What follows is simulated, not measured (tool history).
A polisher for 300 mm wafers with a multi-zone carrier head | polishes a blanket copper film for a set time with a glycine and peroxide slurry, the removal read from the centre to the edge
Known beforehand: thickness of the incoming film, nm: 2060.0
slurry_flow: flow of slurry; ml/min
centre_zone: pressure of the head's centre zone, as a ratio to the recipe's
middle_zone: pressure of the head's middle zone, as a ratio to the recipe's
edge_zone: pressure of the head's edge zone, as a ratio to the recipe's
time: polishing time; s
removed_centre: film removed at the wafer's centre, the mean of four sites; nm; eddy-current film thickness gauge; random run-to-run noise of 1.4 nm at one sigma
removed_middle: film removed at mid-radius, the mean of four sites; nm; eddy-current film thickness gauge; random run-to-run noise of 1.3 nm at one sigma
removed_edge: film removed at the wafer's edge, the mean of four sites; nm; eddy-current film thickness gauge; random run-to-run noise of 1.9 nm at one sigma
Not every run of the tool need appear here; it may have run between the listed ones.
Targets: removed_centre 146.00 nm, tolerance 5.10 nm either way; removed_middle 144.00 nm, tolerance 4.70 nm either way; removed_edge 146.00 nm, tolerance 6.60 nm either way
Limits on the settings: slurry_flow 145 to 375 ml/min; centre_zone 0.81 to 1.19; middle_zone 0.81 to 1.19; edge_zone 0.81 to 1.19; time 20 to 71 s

run 1 hour=0.0 | slurry_flow=240 centre_zone=1.00 middle_zone=1.00 edge_zone=1.00 time=45 | removed_centre=239.76 removed_middle=243.71 removed_edge=239.44
run 2 hour=3.6 | slurry_flow=240 centre_zone=1.00 middle_zone=1.00 edge_zone=1.00 time=36 | removed_centre=189.47 removed_middle=196.76 removed_edge=192.06
run 3 hour=5.1 | slurry_flow=240 centre_zone=1.00 middle_zone=1.00 edge_zone=0.94 time=36 | removed_centre=190.30 removed_middle=198.64 removed_edge=189.40
run 4 hour=11.8 | slurry_flow=280 centre_zone=1.00 middle_zone=1.00 edge_zone=0.94 time=36 | removed_centre=194.86 removed_middle=198.28 removed_edge=192.03
-- hour=14.1 slurry nozzle cleaned
run 5 hour=14.1 | slurry_flow=275 centre_zone=1.00 middle_zone=0.98 edge_zone=0.93 time=34 | removed_centre=187.11 removed_middle=187.76 removed_edge=181.67
run 6 hour=17.9 | slurry_flow=275 centre_zone=1.00 middle_zone=0.93 edge_zone=0.93 time=34 | removed_centre=186.24 removed_middle=179.77 removed_edge=174.30
run 7 hour=23.9 | slurry_flow=275 centre_zone=0.98 middle_zone=0.91 edge_zone=0.94 time=33 | removed_centre=175.09 removed_middle=171.14 removed_edge=176.95
run 8 hour=26.8 | slurry_flow=265 centre_zone=0.97 middle_zone=0.90 edge_zone=0.91 time=32 | removed_centre=166.74 removed_middle=167.89 removed_edge=169.69

Consider the 4 candidate settings below. Which is the only one whose results all fall within their allowed miss of target?
run A hour=29.7 | slurry_flow=250 centre_zone=1.04 middle_zone=0.88 edge_zone=0.87 time=29 | removed_centre=? removed_middle=? removed_edge=?
run B hour=29.7 | slurry_flow=270 centre_zone=0.97 middle_zone=0.84 edge_zone=0.93 time=28 | removed_centre=? removed_middle=? removed_edge=?
run C hour=29.7 | slurry_flow=225 centre_zone=0.97 middle_zone=0.91 edge_zone=0.92 time=28 | removed_centre=? removed_middle=? removed_edge=?
run D hour=29.7 | slurry_flow=290 centre_zone=1.04 middle_zone=0.90 edge_zone=0.90 time=28 | removed_centre=? removed_middle=? removed_edge=?

move=A removed_centre=163.96 removed_middle=147.44 removed_edge=151.24
move=B removed_centre=148.56 removed_middle=137.91 removed_edge=150.88
move=C removed_centre=146.15 removed_middle=145.12 removed_edge=148.36
move=D removed_centre=160.43 removed_middle=146.76 removed_edge=149.35
A: the furthest-off result lands on target, but another misses its tolerance
B: takes the biggest miss from the last run beyond its target
C: each result inside its tolerance
D: the furthest-off result lands on target, but another misses its tolerance
Go with C: it meets all targets.

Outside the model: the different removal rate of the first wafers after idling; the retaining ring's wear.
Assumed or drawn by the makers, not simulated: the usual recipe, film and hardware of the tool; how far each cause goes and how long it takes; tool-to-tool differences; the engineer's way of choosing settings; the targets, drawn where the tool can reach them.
